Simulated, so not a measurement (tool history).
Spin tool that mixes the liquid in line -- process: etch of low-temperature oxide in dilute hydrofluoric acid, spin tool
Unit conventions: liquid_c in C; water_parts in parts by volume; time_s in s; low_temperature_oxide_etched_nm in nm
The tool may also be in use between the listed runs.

run,hour,liquid_c,water_parts,time_s,low_temperature_oxide_etched_nm
1,0,24,115,315,31.472
2,5.8,24,95,315,39.008
3,13.4,25.5,95,315,41.247
4,16.8,28,95,315,45.403
5,17.4,29,95,315,46.856
6,18.7,29,120,315,36.103
7,26.6,29.5,115,315,38.556

What will run 8 give?
8,30.4,30,110,315,?

low_temperature_oxide_etched_nm: 41.014 nm

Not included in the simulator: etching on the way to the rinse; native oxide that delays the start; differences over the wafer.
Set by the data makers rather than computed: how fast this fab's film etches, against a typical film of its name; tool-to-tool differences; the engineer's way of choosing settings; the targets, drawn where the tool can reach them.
